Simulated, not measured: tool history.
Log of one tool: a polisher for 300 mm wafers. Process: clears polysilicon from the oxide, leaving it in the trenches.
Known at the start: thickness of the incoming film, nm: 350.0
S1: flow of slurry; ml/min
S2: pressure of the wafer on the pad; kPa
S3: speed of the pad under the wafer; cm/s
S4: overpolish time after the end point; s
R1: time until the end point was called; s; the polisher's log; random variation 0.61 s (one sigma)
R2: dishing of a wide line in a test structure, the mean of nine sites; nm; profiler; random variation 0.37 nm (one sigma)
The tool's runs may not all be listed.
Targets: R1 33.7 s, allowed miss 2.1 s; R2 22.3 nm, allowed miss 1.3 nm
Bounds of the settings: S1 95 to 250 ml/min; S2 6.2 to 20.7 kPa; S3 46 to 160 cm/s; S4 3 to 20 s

Run 1, day 0: S1 160 ml/min, S2 13.1 kPa, S3 102 cm/s, S4 10 s. Result: R1 26.671 s, R2 53.546 nm.
Run 2, day 0.146: S1 160 ml/min, S2 12.4 kPa, S3 102 cm/s, S4 9 s. Result: R1 28.946 s, R2 49.162 nm.
Run 3, day 0.442: S1 160 ml/min, S2 12.4 kPa, S3 78 cm/s, S4 9 s. Result: R1 34.569 s, R2 45.648 nm.
Run 4, day 0.504: S1 160 ml/min, S2 15.9 kPa, S3 78 cm/s, S4 9 s. Result: R1 27.675 s, R2 50.76 nm.
Run 5, day 0.725: S1 175 ml/min, S2 14.5 kPa, S3 82 cm/s, S4 8 s. Result: R1 28.186 s, R2 46.469 nm.
Run 6, day 1.021: S1 190 ml/min, S2 14.5 kPa, S3 82 cm/s, S4 8 s. Result: R1 28.717 s, R2 47.088 nm.
Run 7, day 1.358: S1 200 ml/min, S2 13.1 kPa, S3 84 cm/s, S4 7 s. Result: R1 31.588 s, R2 42.778 nm.
Run 8, day 1.475: S1 210 ml/min, S2 12.4 kPa, S3 84 cm/s, S4 6 s. Result: R1 32.177 s, R2 38.162 nm.
Run 9, day 1.538: S1 215 ml/min, S2 11 kPa, S3 90 cm/s, S4 5 s. Result: R1 32.835 s, R2 31.614 nm.
Run 10, day 1.646: S1 220 ml/min, S2 10.3 kPa, S3 94 cm/s, S4 5 s. Result: R1 35.144 s, R2 31.891 nm.
Run 11, day 1.688: S1 225 ml/min, S2 9.7 kPa, S3 102 cm/s, S4 5 s. Result: R1 35.077 s, R2 30.716 nm.
Run 12, day 1.871: S1 225 ml/min, S2 9.7 kPa, S3 102 cm/s, S4 5 s. Result: R1 34.977 s, R2 31.882 nm.
Run 13, day 2.038: S1 230 ml/min, S2 9 kPa, S3 108 cm/s, S4 5 s. Result: R1 34.439 s, R2 30.543 nm.
Run 14, day 2.083: S1 235 ml/min, S2 8.3 kPa, S3 112 cm/s, S4 5 s. Result: R1 36.205 s, R2 29.274 nm.
Run 15, day 2.429: S1 240 ml/min, S2 7.6 kPa, S3 116 cm/s, S4 5 s. Result: R1 39.425 s, R2 28.567 nm.
At day 2.758: head pressure recalibrated.
Run 16, day 2.758: S1 240 ml/min, S2 7.6 kPa, S3 116 cm/s, S4 5 s. Result: R1 38.023 s, R2 30.761 nm.
Run 17, day 3.067: S1 240 ml/min, S2 8.3 kPa, S3 106 cm/s, S4 5 s. Result: R1 37.463 s, R2 31.064 nm.
Run 18, day 3.192: S1 230 ml/min, S2 8.3 kPa, S3 114 cm/s, S4 5 s. Result: R1 34.636 s, R2 31.288 nm.
Run 19, day 3.408: S1 230 ml/min, S2 8.3 kPa, S3 114 cm/s, S4 5 s. Result: R1 35.382 s, R2 32.501 nm.
Run 20, day 3.475: S1 235 ml/min, S2 9.7 kPa, S3 102 cm/s, S4 5 s. Result: R1 32.635 s, R2 34.328 nm.
Run 21, day 3.521: S1 215 ml/min, S2 9.7 kPa, S3 106 cm/s, S4 5 s. Result: R1 31.991 s, R2 33.675 nm.

Which of these 4 next moves meets every target?
Run A, day 3.567: S1 235 ml/min, S2 9.7 kPa, S3 108 cm/s, S4 8 s. Result: R1 ?, R2 ?.
Run B, day 3.567: S1 215 ml/min, S2 9 kPa, S3 108 cm/s, S4 3 s. Result: R1 ?, R2 ?.
Run C, day 3.567: S1 210 ml/min, S2 10.3 kPa, S3 100 cm/s, S4 8 s. Result: R1 ?, R2 ?.
Run D, day 3.567: S1 190 ml/min, S2 11 kPa, S3 88 cm/s, S4 9 s. Result: R1 ?, R2 ?.

move      R1      R2
   A  31.844  45.354
   B  34.469  22.191
   C  31.889  45.322
   D  33.191  47.105
A: further off than the last run
B: meets every target
C: further off than the last run
D: further off than the last run
Move B is the one to make.
